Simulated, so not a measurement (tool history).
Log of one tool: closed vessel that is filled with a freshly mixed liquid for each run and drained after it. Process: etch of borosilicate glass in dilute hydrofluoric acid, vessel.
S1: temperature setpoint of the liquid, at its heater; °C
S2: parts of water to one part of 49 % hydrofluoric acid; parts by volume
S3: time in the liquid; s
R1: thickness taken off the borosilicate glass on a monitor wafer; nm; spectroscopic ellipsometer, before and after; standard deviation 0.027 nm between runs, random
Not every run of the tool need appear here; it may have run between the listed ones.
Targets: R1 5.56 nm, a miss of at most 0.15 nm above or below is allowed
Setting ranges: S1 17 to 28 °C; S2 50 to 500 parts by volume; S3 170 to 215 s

run  hour    S1   S2   S3      R1
  1     0    20  275  215  11.085
  2   1.5    19  315  215   8.934
  3   3.9    19  260  215  11.483
  4   8.7  18.5  305  215  9.1621
  5  13.3    18  335  215  8.0136
  6  17.5    18  300  215  9.2021
  7  24.3  17.5  335  215  7.8184
  8    31  17.5  360  215  7.1498
  9  35.1  17.5  380  215   6.638
 10  43.1  17.5  395  215  6.3426
 11  49.2  17.5  405  215   6.137
 12  54.8  17.5  410  215  6.0058
 13  58.9  17.5  415  215    5.92
 14  62.6  17.5  420  215  5.7869

Next run, 4 choices. One meets every target within its allowed miss, the rest don't. Which?
  A  66.3  21  415  170   ?
  B  66.3  20  430  215   ?
  C  66.3  17  410  200   ?
  D  66.3  17  420  200   ?

move      R1
   A  5.2744
   B   6.146
   C  5.4832
   D  5.3117
A: takes the result that was furthest off past its target
B: further off than the last run
C: hits every target within its allowed miss
D: takes the result that was furthest off past its target
So the answer is move C, the one that meets all the targets.
